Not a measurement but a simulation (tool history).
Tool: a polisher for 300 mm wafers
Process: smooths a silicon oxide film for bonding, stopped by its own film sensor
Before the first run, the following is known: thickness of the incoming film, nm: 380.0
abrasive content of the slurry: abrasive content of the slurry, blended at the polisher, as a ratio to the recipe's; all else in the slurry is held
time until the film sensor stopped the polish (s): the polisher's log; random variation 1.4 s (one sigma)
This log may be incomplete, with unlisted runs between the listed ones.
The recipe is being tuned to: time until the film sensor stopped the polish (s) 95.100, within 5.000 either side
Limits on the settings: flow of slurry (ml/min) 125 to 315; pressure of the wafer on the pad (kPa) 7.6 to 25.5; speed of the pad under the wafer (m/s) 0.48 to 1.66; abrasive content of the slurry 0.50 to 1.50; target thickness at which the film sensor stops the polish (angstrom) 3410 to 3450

run    day  flow of slurry (ml/min)  pressure of the wafer on the pad (kPa)  speed of the pad under the wafer (m/s)  abrasive content of the slurry  target thickness at which the film sensor stops the polish (angstrom)  time until the film sensor stopped the polish (s)
  1  0.000                      205                                    16.5                                    1.06                            1.00                                                                   3410                                             37.506
  2  0.217                      205                                    16.5                                    1.06                            1.00                                                                   3410                                             36.413
  3  0.525                      205                                    14.5                                    0.92                            1.00                                                                   3410                                             46.035
  4  0.875                      205                                    14.5                                    0.92                            1.15                                                                   3410                                             43.410
  5  0.954                      200                                    12.4                                    0.80                            1.10                                                                   3410                                             54.367
  6  1.117                      200                                    10.3                                    0.80                            1.10                                                                   3410                                             64.638
  7  1.188                      200                                     9.7                                    0.74                            1.10                                                                   3410                                             73.105
  8  1.300                      200                                     9.7                                    0.74                            1.10                                                                   3410                                             73.765
  9  1.371                      200                                     7.6                                    0.56                            1.05                                                                   3410                                            107.810
 10  1.704                      200                                     8.3                                    0.56                            1.05                                                                   3410                                            100.980

Which one of the following 5 next-run settings gets every result inside its allowed miss? There is exactly one.
  A  2.038                      150                                     7.6                                    0.56                            1.15                                                                   3420                                                  ?
  B  2.038                      170                                     8.3                                    0.50                            1.10                                                                   3410                                                  ?
  C  2.038                      180                                     7.6                                    0.62                            0.95                                                                   3420                                                  ?
  D  2.038                      250                                     9.0                                    0.50                            0.90                                                                   3410                                                  ?
  E  2.038                      175                                     8.3                                    0.50                            1.30                                                                   3420                                                  ?

move  time until the film sensor stopped the polish (s)
   A                                            103.570
   B                                            104.300
   C                                            103.980
   D                                            101.370
   E                                             94.787
A: moves away from the targets compared with the last run
B: moves away from the targets compared with the last run
C: moves away from the targets compared with the last run
D: moves away from the targets compared with the last run
E: every result within its allowed miss
Move E is the one to make.

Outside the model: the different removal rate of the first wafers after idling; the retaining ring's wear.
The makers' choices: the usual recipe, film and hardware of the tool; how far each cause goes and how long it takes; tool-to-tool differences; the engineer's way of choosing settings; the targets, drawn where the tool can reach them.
